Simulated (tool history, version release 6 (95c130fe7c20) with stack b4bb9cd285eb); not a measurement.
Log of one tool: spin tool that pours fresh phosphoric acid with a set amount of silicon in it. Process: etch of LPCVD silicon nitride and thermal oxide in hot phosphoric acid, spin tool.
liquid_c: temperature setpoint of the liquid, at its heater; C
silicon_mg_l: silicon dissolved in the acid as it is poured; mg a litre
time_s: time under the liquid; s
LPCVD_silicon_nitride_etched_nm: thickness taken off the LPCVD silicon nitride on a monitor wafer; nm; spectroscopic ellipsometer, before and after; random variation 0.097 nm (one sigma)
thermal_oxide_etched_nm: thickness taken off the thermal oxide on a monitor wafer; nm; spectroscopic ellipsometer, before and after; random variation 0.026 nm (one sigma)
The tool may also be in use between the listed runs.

run,day,liquid_c,silicon_mg_l,time_s,LPCVD_silicon_nitride_etched_nm,thermal_oxide_etched_nm
1,0.000,164.0,8.5,180,17.244,0.59271
2,0.354,162.5,8.5,180,16.471,0.44199
3,0.483,162.5,6.5,180,16.451,0.45764
4,0.804,161.0,6.5,180,15.682,0.48252
5,0.925,162.0,7.5,185,16.479,0.45612
6,1.275,162.0,7.5,125,11.220,0.34785
7,1.621,163.0,9.0,140,13.067,0.35214
8,1.825,164.0,10.0,150,14.461,0.43481
9,1.938,164.0,10.0,150,14.371,0.43956
10,2.021,166.5,15.5,220,22.953,0.67877

The next listed run, before its measurement:
11,2.312,166.0,15.5,220,?,?

Run 11 gave LPCVD_silicon_nitride_etched_nm 22.604 nm, thermal_oxide_etched_nm 0.64944 nm.
